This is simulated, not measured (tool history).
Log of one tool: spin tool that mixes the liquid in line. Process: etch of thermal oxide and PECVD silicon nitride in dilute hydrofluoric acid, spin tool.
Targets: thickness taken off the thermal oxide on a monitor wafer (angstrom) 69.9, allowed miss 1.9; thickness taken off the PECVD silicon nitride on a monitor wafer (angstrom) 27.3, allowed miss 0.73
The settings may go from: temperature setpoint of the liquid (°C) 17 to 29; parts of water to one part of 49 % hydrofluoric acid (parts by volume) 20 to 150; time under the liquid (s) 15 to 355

| run | hour | temperature setpoint of the liquid (°C) | parts of water to one part of 49 % hydrofluoric acid (parts by volume) | time under the liquid (s) | thickness taken off the thermal oxide on a monitor wafer (angstrom) | thickness taken off the PECVD silicon nitride on a monitor wafer (angstrom) |
|---|---|---|---|---|---|---|
| 1 | 0 | 21 | 85 | 180 | 81.929 | 32.341 |
| 2 | 7.8 | 21 | 60 | 180 | 120.03 | 45.752 |
| 3 | 9.8 | 17.5 | 60 | 180 | 102.97 | 35.893 |
| 4 | 12 | 18 | 70 | 180 | 90.472 | 31.872 |
| 5 | 15.8 | 18.5 | 80 | 180 | 80.276 | 29.086 |
| 6 | 20.5 | 17 | 80 | 180 | 74.727 | 26.409 |
| 7 | 28.5 | 18 | 85 | 180 | 71.451 | 26.319 |
| 8 | 35.2 | 18.5 | 85 | 180 | 74.153 | 27.391 |

5 next moves are on the table. One of them brings every result within its allowed miss. Which?
| A | 41.9 | 22 | 120 | 210 | ? | ? |
| B | 41.9 | 21.5 | 70 | 120 | ? | ? |
| C | 41.9 | 17.5 | 70 | 160 | ? | ? |
| D | 41.9 | 19.5 | 60 | 120 | ? | ? |
| E | 41.9 | 18 | 80 | 175 | ? | ? |

| move | thickness taken off the thermal oxide on a monitor wafer (angstrom) | thickness taken off the PECVD silicon nitride on a monitor wafer (angstrom) |
|---|---|---|
| A | 68.728 | 29.254 |
| B | 69.961 | 27.417 |
| C | 78.833 | 27.72 |
| D | 75.966 | 27.772 |
| E | 76.226 | 27.58 |
A: brings the result that was furthest off to its target, and leaves another outside
B: meets every target
C: further off than the last run
D: further off than the last run
E: further off than the last run
Answer: B

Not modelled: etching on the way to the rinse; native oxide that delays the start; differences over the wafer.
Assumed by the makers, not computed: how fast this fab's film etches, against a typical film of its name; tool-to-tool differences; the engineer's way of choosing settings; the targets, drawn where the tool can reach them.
